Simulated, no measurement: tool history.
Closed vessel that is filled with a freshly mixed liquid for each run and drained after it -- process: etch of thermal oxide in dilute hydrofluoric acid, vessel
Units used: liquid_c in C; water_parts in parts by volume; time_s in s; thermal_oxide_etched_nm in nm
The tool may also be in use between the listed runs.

run 1 hour=0.0 | liquid_c=25.0 water_parts=210 time_s=135 | thermal_oxide_etched_nm=2.7134
run 2 hour=4.9 | liquid_c=26.0 water_parts=210 time_s=135 | thermal_oxide_etched_nm=2.7898
run 3 hour=10.7 | liquid_c=27.5 water_parts=210 time_s=135 | thermal_oxide_etched_nm=2.9593
run 4 hour=19.8 | liquid_c=28.0 water_parts=210 time_s=135 | thermal_oxide_etched_nm=2.9922
run 5 hour=24.4 | liquid_c=28.0 water_parts=210 time_s=90 | thermal_oxide_etched_nm=2.0076
run 6 hour=28.5 | liquid_c=27.5 water_parts=200 time_s=90 | thermal_oxide_etched_nm=2.0794

Run 7 comes next. What will it give?
run 7 hour=35.8 | liquid_c=27.5 water_parts=180 time_s=95 | thermal_oxide_etched_nm=?

Run 7 came out at thermal_oxide_etched_nm 2.5035 nm.
